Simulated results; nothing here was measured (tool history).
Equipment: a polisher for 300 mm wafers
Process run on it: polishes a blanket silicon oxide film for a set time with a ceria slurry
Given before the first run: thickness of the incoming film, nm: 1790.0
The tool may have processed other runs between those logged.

run	hour	flow of slurry (ml/min)	pressure of the wafer on the pad (psi)	speed of the pad under the wafer (m/s)	polishing time (s)	film removed (Å)
1	0	300	2.3	0.96	22	593.7
2	5	300	2.3	0.82	22	495.6
3	10.6	300	2.5	0.84	22	561.32
4	15.9	265	2.5	0.84	22	546.23
5	17.8	270	2.7	0.84	22	602.1
6	23.6	270	2.7	0.84	19	519.74

The next listed run, before its measurement:
7	26.6	270	2.8	0.88	19	?

Run 7 came out at film removed (Å) 567.59.
